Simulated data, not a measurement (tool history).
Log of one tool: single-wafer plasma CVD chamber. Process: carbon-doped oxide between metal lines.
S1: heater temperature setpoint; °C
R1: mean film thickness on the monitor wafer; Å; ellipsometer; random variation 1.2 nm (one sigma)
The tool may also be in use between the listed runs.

{"run": 1, "day": 0.0, "S1": 340, "chamber pressure (Pa)": 732, "RF power (W)": 590, "deposition time (s)": 28.5, "R1": 1668.2}
{"run": 2, "day": 0.033, "S1": 340, "chamber pressure (Pa)": 817, "RF power (W)": 590, "deposition time (s)": 28.5, "R1": 1691.2}
{"run": 3, "day": 0.117, "S1": 339, "chamber pressure (Pa)": 825, "RF power (W)": 610, "deposition time (s)": 28.6, "R1": 1764.1}
{"run": 4, "day": 0.479, "S1": 339, "chamber pressure (Pa)": 825, "RF power (W)": 610, "deposition time (s)": 29.4, "R1": 1819.9}
{"run": 5, "day": 0.508, "S1": 339, "chamber pressure (Pa)": 749, "RF power (W)": 610, "deposition time (s)": 29.4, "R1": 1776.9}
{"run": 6, "day": 0.858, "S1": 338, "chamber pressure (Pa)": 771, "RF power (W)": 620, "deposition time (s)": 29.4, "R1": 1823.6}

The next listed run, before its measurement:
{"run": 7, "day": 1.225, "S1": 337, "chamber pressure (Pa)": 785, "RF power (W)": 625, "deposition time (s)": 29.4, "R1": "?"}

{"run 7": {"R1": 1812.9}}
